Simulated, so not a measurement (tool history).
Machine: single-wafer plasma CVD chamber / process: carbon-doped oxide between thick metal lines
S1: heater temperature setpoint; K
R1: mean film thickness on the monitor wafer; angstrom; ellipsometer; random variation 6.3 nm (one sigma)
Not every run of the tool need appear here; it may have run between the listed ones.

Run 1, hour 0: S1 598.15 K, chamber pressure (Pa) 489, RF power (kW) 0.535, deposition time (s) 204. Result: R1 11812 angstrom.
Run 2, hour 5.8: S1 598.15 K, chamber pressure (Pa) 489, RF power (kW) 0.535, deposition time (s) 204. Result: R1 11835 angstrom.
Run 3, hour 10.9: S1 598.15 K, chamber pressure (Pa) 419, RF power (kW) 0.535, deposition time (s) 204. Result: R1 11488 angstrom.
Run 4, hour 15.6: S1 593.15 K, chamber pressure (Pa) 463, RF power (kW) 0.545, deposition time (s) 204. Result: R1 12020 angstrom.
Run 5, hour 20: S1 597.15 K, chamber pressure (Pa) 463, RF power (kW) 0.545, deposition time (s) 204. Result: R1 11886 angstrom.
Run 6, hour 25.1: S1 593.15 K, chamber pressure (Pa) 495, RF power (kW) 0.55, deposition time (s) 204. Result: R1 12327 angstrom.
Run 7, hour 25.9: S1 590.15 K, chamber pressure (Pa) 505, RF power (kW) 0.55, deposition time (s) 204. Result: R1 12406 angstrom.

What will run 8 give?
Run 8, hour 27.6: S1 587.15 K, chamber pressure (Pa) 523, RF power (kW) 0.55, deposition time (s) 204. Result: R1 ?.

{"run 8": {"R1": 12547}}

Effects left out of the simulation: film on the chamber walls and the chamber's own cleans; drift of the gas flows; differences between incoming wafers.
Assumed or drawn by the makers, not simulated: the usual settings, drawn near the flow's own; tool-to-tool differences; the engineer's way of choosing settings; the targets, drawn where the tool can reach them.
